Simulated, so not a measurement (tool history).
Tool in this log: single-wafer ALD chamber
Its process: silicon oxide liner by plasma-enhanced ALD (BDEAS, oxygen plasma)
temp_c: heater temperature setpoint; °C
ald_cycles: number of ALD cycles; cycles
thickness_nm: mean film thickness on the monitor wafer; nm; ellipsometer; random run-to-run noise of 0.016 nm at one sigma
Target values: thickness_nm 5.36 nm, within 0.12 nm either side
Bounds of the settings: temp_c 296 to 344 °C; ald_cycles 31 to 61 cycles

run  hour  temp_c  ald_cycles  thickness_nm
  1     0     320          46        4.2692
  2   5.7     320          48        4.4353
  3   7.3     320          50        4.6352
  4  13.1     320          52         4.794
  5  14.6     320          53        4.9087
  6  21.3     320          48        4.4465
  7  26.2     320          50        4.6322
  8    28     320          52         4.801
  9  36.1     320          53        4.9068
 10  42.1     320          54        5.0016
 11  50.8     320          55        5.0852
 12  56.3     320          56        5.2087

Which one of the following 4 next-run settings gets every result inside its allowed miss? There is exactly one.
  A  61.8     326          58             ?
  B  61.8     315          54             ?
  C  61.8     321          54             ?
  D  61.8     317          55             ?

move  thickness_nm
   A          5.34
   B        5.0415
   C        5.0034
   D        5.1219
A: hits every target within its allowed miss
B: lands further from the targets than the last run did
C: lands further from the targets than the last run did
D: lands further from the targets than the last run did
Move A is the one to make.

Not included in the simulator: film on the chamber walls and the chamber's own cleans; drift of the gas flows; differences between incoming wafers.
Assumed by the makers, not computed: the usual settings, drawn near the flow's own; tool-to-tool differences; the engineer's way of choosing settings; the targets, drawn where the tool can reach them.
